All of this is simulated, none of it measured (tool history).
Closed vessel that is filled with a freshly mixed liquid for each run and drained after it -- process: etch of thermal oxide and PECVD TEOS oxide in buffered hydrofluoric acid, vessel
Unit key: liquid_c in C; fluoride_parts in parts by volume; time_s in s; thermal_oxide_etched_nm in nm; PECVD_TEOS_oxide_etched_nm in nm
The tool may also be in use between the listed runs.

run 1 hour=0 | liquid_c=20 fluoride_parts=8 time_s=60 | thermal_oxide_etched_nm=60.425 PECVD_TEOS_oxide_etched_nm=97.258
run 2 hour=4.2 | liquid_c=18 fluoride_parts=8 time_s=60 | thermal_oxide_etched_nm=54.293 PECVD_TEOS_oxide_etched_nm=89.028
run 3 hour=6.1 | liquid_c=21 fluoride_parts=7.5 time_s=60 | thermal_oxide_etched_nm=69.008 PECVD_TEOS_oxide_etched_nm=111.13
run 4 hour=12.1 | liquid_c=23 fluoride_parts=7.5 time_s=60 | thermal_oxide_etched_nm=77.008 PECVD_TEOS_oxide_etched_nm=125.07
run 5 hour=17.2 | liquid_c=24.5 fluoride_parts=7.5 time_s=60 | thermal_oxide_etched_nm=83.456 PECVD_TEOS_oxide_etched_nm=135.21
run 6 hour=23.1 | liquid_c=25.5 fluoride_parts=7.5 time_s=60 | thermal_oxide_etched_nm=87.374 PECVD_TEOS_oxide_etched_nm=140.16

What will run 7 give?
run 7 hour=31.6 | liquid_c=26.5 fluoride_parts=7.5 time_s=60 | thermal_oxide_etched_nm=? PECVD_TEOS_oxide_etched_nm=?

For run 7 the tool returned thermal_oxide_etched_nm 92.774 nm, PECVD_TEOS_oxide_etched_nm 150.68 nm.
